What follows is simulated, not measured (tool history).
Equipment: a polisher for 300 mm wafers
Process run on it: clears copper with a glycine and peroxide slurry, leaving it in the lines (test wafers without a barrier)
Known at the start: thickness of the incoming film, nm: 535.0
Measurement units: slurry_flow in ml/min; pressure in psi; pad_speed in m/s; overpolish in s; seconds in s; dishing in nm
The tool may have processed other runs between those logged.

Run 1, day 0.000: slurry_flow 260 ml/min, pressure 2.4 psi, pad_speed 1.02 m/s, overpolish 10 s. Result: seconds 115.280 s, dishing 35.156 nm.
Run 2, day 0.171: slurry_flow 260 ml/min, pressure 2.2 psi, pad_speed 1.02 m/s, overpolish 10 s. Result: seconds 122.850 s, dishing 34.105 nm.
Run 3, day 0.267: slurry_flow 260 ml/min, pressure 2.2 psi, pad_speed 1.28 m/s, overpolish 10 s. Result: seconds 98.470 s, dishing 39.748 nm.
Run 4, day 0.350: slurry_flow 260 ml/min, pressure 2.3 psi, pad_speed 1.28 m/s, overpolish 9 s. Result: seconds 95.487 s, dishing 36.363 nm.
Run 5, day 0.512: slurry_flow 260 ml/min, pressure 2.4 psi, pad_speed 1.28 m/s, overpolish 8 s. Result: seconds 93.149 s, dishing 33.480 nm.
Run 6, day 0.783: slurry_flow 260 ml/min, pressure 2.5 psi, pad_speed 1.28 m/s, overpolish 8 s. Result: seconds 90.168 s, dishing 35.770 nm.

Run 7, settings as shown, results not yet in. Your forecast:
Run 7, day 0.950: slurry_flow 260 ml/min, pressure 2.6 psi, pad_speed 1.30 m/s, overpolish 7 s. Result: seconds ?, dishing ?.

seconds: 84.007 s
dishing: 33.247 nm
